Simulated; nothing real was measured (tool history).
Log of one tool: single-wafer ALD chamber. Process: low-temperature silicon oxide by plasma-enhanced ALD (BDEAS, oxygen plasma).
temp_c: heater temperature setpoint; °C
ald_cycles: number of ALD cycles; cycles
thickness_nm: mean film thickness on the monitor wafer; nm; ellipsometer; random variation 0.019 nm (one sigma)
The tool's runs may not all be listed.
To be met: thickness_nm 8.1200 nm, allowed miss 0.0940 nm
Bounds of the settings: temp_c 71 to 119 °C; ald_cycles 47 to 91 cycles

run 1 hour=0.0 | temp_c=95 ald_cycles=69 | thickness_nm=10.7210
run 2 hour=1.5 | temp_c=95 ald_cycles=65 | thickness_nm=10.1460
run 3 hour=4.2 | temp_c=99 ald_cycles=63 | thickness_nm=9.6523
run 4 hour=9.7 | temp_c=99 ald_cycles=56 | thickness_nm=8.6039
run 5 hour=15.8 | temp_c=95 ald_cycles=56 | thickness_nm=8.6850
run 6 hour=24.4 | temp_c=85 ald_cycles=56 | thickness_nm=8.9787
run 7 hour=33.4 | temp_c=90 ald_cycles=56 | thickness_nm=8.8229
run 8 hour=34.7 | temp_c=94 ald_cycles=56 | thickness_nm=8.7152
run 9 hour=38.3 | temp_c=98 ald_cycles=56 | thickness_nm=8.6037
run 10 hour=46.2 | temp_c=98 ald_cycles=56 | thickness_nm=8.6117
run 11 hour=48.4 | temp_c=101 ald_cycles=56 | thickness_nm=8.4915
run 12 hour=56.1 | temp_c=103 ald_cycles=56 | thickness_nm=8.5132
run 13 hour=57.8 | temp_c=105 ald_cycles=56 | thickness_nm=8.5119

Which of these 5 next moves meets every target?
run A hour=59.5 | temp_c=104 ald_cycles=55 | thickness_nm=?
run B hour=59.5 | temp_c=118 ald_cycles=60 | thickness_nm=?
run C hour=59.5 | temp_c=111 ald_cycles=54 | thickness_nm=?
run D hour=59.5 | temp_c=106 ald_cycles=55 | thickness_nm=?
run E hour=59.5 | temp_c=106 ald_cycles=52 | thickness_nm=?

move=A thickness_nm=8.3551
move=B thickness_nm=8.9108
move=C thickness_nm=8.1115
move=D thickness_nm=8.3284
move=E thickness_nm=7.8741
A: nearer than the last run, and not there yet
B: further off than the last run
C: meets every target
D: nearer than the last run, and not there yet
E: takes the result that was furthest off past its target
Answer: C
